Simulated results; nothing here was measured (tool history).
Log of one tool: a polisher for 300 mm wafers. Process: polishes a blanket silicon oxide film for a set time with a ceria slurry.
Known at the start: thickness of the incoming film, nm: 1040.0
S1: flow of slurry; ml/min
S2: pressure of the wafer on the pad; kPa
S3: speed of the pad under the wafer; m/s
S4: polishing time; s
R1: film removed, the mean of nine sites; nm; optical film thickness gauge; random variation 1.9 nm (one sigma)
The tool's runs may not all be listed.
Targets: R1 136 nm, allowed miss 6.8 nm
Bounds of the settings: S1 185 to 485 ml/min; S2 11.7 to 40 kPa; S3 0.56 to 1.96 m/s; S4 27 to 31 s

run    day   S1    S2    S3  S4      R1
  1      0  310  25.5  1.26  31  200.82
  2   0.05  310  25.5  1.26  31  197.93
  3  0.375  310  24.8  1.26  31   187.7
  4  0.562  310  24.1  1.26  31  188.01
  5  0.896  310  23.4  1.26  31  183.14
  6  1.071  365  23.4  1.26  31  183.23
  7  1.296  365  22.8  1.26  31  179.19
  8  1.512  365  22.8  1.26  31  183.85
  9  1.546  365  22.1  1.26  31  179.58
 10  1.762  365  21.4  1.26  31  164.57
 11  1.812  365  19.3  1.26  31  152.98

5 next moves are on the table. One of them brings every result within its allowed miss. Which?
  A  1.862  410  17.9  1.42  30   ?
  B  1.862  350  25.5     1  31   ?
  C  1.862  390  21.4  1.36  31   ?
  D  1.862  390  20.7  1.22  27   ?
  E  1.862  390    20  1.32  31   ?

move      R1
   A  154.96
   B  158.47
   C  181.22
   D  137.62
   E  165.08
A: further off than the last run
B: further off than the last run
C: further off than the last run
D: meets every target
E: further off than the last run
The right move is D.
